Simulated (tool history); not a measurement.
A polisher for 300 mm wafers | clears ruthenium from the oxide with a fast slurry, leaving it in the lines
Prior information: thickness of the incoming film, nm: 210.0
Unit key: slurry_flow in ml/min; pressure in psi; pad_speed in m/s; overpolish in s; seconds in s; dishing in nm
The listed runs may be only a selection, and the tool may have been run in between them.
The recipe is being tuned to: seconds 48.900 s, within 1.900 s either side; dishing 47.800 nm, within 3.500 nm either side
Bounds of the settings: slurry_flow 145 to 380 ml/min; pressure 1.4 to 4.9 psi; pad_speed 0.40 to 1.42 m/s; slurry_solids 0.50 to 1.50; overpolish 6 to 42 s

run 1 hour=0.0 | slurry_flow=245 pressure=3.1 pad_speed=0.90 slurry_solids=1.00 overpolish=21 | seconds=50.398 dishing=69.854
run 2 hour=2.0 | slurry_flow=245 pressure=3.1 pad_speed=0.70 slurry_solids=1.00 overpolish=21 | seconds=67.244 dishing=58.220
run 3 hour=6.1 | slurry_flow=245 pressure=3.3 pad_speed=0.70 slurry_solids=1.00 overpolish=18 | seconds=62.022 dishing=50.375
run 4 hour=6.8 | slurry_flow=245 pressure=3.3 pad_speed=0.50 slurry_solids=1.00 overpolish=18 | seconds=87.080 dishing=38.389
-- hour=8.4 head pressure recalibrated
run 5 hour=8.4 | slurry_flow=280 pressure=3.3 pad_speed=0.50 slurry_solids=1.00 overpolish=18 | seconds=78.288 dishing=41.854
run 6 hour=16.7 | slurry_flow=280 pressure=3.3 pad_speed=0.50 slurry_solids=1.00 overpolish=24 | seconds=79.540 dishing=54.514
run 7 hour=22.3 | slurry_flow=300 pressure=3.6 pad_speed=0.50 slurry_solids=1.00 overpolish=21 | seconds=74.714 dishing=49.679
run 8 hour=30.5 | slurry_flow=310 pressure=4.0 pad_speed=0.52 slurry_solids=1.00 overpolish=19 | seconds=67.042 dishing=50.509
run 9 hour=39.0 | slurry_flow=310 pressure=4.9 pad_speed=0.64 slurry_solids=1.00 overpolish=9 | seconds=48.801 dishing=35.057

Which of these 5 next moves meets every target?
run A hour=47.5 | slurry_flow=380 pressure=4.7 pad_speed=0.60 slurry_solids=1.10 overpolish=13 | seconds=? dishing=?
run B hour=47.5 | slurry_flow=310 pressure=4.6 pad_speed=0.66 slurry_solids=1.05 overpolish=15 | seconds=? dishing=?
run C hour=47.5 | slurry_flow=310 pressure=4.9 pad_speed=0.62 slurry_solids=1.05 overpolish=6 | seconds=? dishing=?
run D hour=47.5 | slurry_flow=300 pressure=4.4 pad_speed=0.72 slurry_solids=0.95 overpolish=15 | seconds=? dishing=?
run E hour=47.5 | slurry_flow=330 pressure=4.9 pad_speed=0.68 slurry_solids=0.90 overpolish=15 | seconds=? dishing=?

move=A seconds=48.654 dishing=47.920
move=B seconds=46.993 dishing=56.089
move=C seconds=47.746 dishing=23.845
move=D seconds=47.337 dishing=55.732
move=E seconds=47.586 dishing=55.477
A: all results land within tolerance of their targets
B: moves the result that the last run missed by most past its target, out the other side
C: the biggest miss grows against the last run
D: moves the result that the last run missed by most past its target, out the other side
E: moves the result that the last run missed by most past its target, out the other side
A is the move that brings every result within its allowed miss.
